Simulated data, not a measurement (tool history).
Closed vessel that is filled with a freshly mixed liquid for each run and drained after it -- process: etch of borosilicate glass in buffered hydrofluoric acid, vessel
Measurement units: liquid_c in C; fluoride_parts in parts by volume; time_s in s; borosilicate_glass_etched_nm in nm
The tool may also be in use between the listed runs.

Run 1, hour 0: liquid_c 20 C, fluoride_parts 11 parts by volume, time_s 85 s. Result: borosilicate_glass_etched_nm 83.212 nm.
Run 2, hour 2.3: liquid_c 22 C, fluoride_parts 11 parts by volume, time_s 85 s. Result: borosilicate_glass_etched_nm 93.053 nm.
Run 3, hour 3.2: liquid_c 22 C, fluoride_parts 11 parts by volume, time_s 95 s. Result: borosilicate_glass_etched_nm 104.38 nm.
Run 4, hour 6.5: liquid_c 21 C, fluoride_parts 12 parts by volume, time_s 95 s. Result: borosilicate_glass_etched_nm 90.154 nm.
Run 5, hour 14.3: liquid_c 21 C, fluoride_parts 14.5 parts by volume, time_s 95 s. Result: borosilicate_glass_etched_nm 74.01 nm.
Run 6, hour 19.7: liquid_c 20.5 C, fluoride_parts 14.5 parts by volume, time_s 95 s. Result: borosilicate_glass_etched_nm 72.292 nm.

Estimate the outcome of run 7 from the log above:
Run 7, hour 22.4: liquid_c 20 C, fluoride_parts 14.5 parts by volume, time_s 95 s. Result: borosilicate_glass_etched_nm ?.

Run 7 yielded borosilicate_glass_etched_nm 71.968 nm.
